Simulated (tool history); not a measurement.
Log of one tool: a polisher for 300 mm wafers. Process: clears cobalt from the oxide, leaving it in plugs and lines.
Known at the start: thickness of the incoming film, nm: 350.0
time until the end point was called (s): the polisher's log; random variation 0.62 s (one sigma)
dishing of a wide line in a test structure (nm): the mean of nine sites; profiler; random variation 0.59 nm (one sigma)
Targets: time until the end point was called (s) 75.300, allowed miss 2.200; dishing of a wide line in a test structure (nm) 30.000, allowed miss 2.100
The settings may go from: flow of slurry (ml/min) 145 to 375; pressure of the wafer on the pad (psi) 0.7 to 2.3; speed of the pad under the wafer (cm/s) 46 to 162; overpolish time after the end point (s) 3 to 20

run  hour  flow of slurry (ml/min)  pressure of the wafer on the pad (psi)  speed of the pad under the wafer (cm/s)  overpolish time after the end point (s)  time until the end point was called (s)  dishing of a wide line in a test structure (nm)
  1   0.0                      240                                     1.5                                      104                                       10                                   95.364                                           29.380
  2   8.5                      240                                     1.5                                       90                                       10                                  110.160                                           26.153
  3  13.7                      240                                     1.4                                       90                                       10                                  119.610                                           24.892
  4  18.2                      240                                     1.4                                       68                                       10                                  155.070                                           20.355
  5  26.4                      240                                     1.6                                       68                                       10                                  137.760                                           23.075
  6  30.4                      290                                     1.6                                       68                                       10                                  135.380                                           22.807
  7  38.8                      290                                     1.7                                       70                                       10                                  122.220                                           25.304
  8  41.3                      290                                     1.8                                       70                                       10                                  116.930                                           25.070
     50.1  -- worn pad replaced by a new one
  9  50.1                      290                                     1.9                                       72                                       10                                   94.684                                           29.390
 10  57.8                      290                                     2.0                                       72                                        9                                   91.958                                           28.290

Which of these 4 next moves meets every target?
  A  65.5                      270                                     2.0                                       96                                        8                                        ?                                                ?
  B  65.5                      280                                     2.3                                       72                                        7                                        ?                                                ?
  C  65.5                      370                                     2.2                                       78                                        8                                        ?                                                ?
  D  65.5                      260                                     2.0                                       84                                        7                                        ?                                                ?

move  time until the end point was called (s)  dishing of a wide line in a test structure (nm)
   A                                   68.966                                           32.834
   B                                   79.069                                           26.268
   C                                   74.761                                           30.763
   D                                   78.744                                           26.359
A: takes the result that was furthest off past its target
B: nearer than the last run, and not there yet
C: meets every target
D: nearer than the last run, and not there yet
Move C is the one to make.
